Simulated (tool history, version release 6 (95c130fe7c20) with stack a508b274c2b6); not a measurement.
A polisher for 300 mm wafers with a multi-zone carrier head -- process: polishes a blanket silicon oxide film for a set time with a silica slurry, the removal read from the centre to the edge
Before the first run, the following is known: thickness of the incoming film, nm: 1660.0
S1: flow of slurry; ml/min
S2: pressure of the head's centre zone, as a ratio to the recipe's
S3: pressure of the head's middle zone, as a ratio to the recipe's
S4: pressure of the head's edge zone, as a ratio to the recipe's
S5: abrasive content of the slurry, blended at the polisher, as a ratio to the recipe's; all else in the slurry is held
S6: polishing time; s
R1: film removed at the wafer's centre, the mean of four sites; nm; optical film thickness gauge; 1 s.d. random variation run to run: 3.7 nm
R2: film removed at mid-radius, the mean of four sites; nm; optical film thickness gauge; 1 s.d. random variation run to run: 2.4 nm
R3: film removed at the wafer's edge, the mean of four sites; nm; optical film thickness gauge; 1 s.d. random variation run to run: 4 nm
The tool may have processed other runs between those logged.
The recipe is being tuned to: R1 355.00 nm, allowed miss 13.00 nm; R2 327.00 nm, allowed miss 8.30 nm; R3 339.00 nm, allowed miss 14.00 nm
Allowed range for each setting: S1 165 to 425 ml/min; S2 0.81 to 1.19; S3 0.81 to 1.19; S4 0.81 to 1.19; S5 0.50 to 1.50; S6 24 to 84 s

run,hour,S1,S2,S3,S4,S5,S6,R1,R2,R3
1,0.0,275,1.00,1.00,1.00,1.00,54,261.31,269.84,272.09
2,6.1,275,1.00,1.00,1.04,1.00,54,266.12,275.33,279.52
3,13.7,275,1.00,1.00,1.04,0.90,54,257.44,265.92,269.60
4,21.6,230,1.00,1.00,1.04,0.90,54,252.48,254.70,260.85
5,26.6,270,1.00,1.00,1.04,0.90,54,256.35,261.60,263.27
6,34.4,270,1.00,1.00,0.96,0.90,54,249.18,261.88,259.01
7,37.9,280,1.02,1.00,0.99,1.00,54,272.14,274.96,273.74
8,45.6,290,1.03,1.00,1.02,1.05,54,287.29,279.79,281.22
9,53.8,300,1.03,1.00,1.04,1.10,54,284.53,288.24,287.39
10,55.6,300,1.03,1.00,1.04,1.10,54,292.83,287.87,293.40
11,63.4,310,1.04,1.01,1.06,1.15,54,301.28,293.19,302.38
12,70.8,320,1.05,1.02,1.08,1.15,54,304.35,300.12,297.55

4 next moves are on the table. One of them brings every result within its allowed miss. Which?
A,78.2,180,1.10,0.91,1.19,1.45,57,?,?,?
B,78.2,265,0.81,0.85,1.19,1.25,56,?,?,?
C,78.2,345,1.10,0.99,1.08,1.20,59,?,?,?
D,78.2,425,1.15,1.14,1.06,1.20,50,?,?,?

move,R1,R2,R3
A,331.94,287.07,340.83
B,243.05,269.19,332.73
C,354.46,325.70,337.09
D,320.30,316.46,286.48
A: misses by more than the last run did
B: misses by more than the last run did
C: all results in spec
D: no better and no worse than the last run
The right move is C.

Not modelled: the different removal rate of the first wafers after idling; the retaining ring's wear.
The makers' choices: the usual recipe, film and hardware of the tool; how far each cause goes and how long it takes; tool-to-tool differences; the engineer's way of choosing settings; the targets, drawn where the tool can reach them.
